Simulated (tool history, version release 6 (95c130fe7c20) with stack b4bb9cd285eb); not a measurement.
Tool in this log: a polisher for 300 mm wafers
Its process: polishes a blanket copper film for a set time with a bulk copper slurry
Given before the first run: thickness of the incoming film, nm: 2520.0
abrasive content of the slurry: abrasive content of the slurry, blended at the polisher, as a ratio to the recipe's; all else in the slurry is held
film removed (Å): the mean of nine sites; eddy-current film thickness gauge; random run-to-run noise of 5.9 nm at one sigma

run	hour	flow of slurry (ml/min)	pressure of the wafer on the pad (psi)	speed of the pad under the wafer (cm/s)	abrasive content of the slurry	polishing time (s)	film removed (Å)
1	0.0	270	2.1	120	1.0	92	7753.8
2	4.0	270	1.8	116	1.0	92	6539.4
3	10.4	270	1.4	116	1.0	92	5376.6
4	17.8	270	1.3	114	1.0	92	5048.9
5	26.3	300	1.3	114	1.0	92	4962.6
6	31.2	300	1.3	114	1.0	97	5155.3

For run 7, what comes out?
7	34.5	300	1.2	112	1.0	97	?

{"run 7": {"film removed (Å)": 4853.8}}
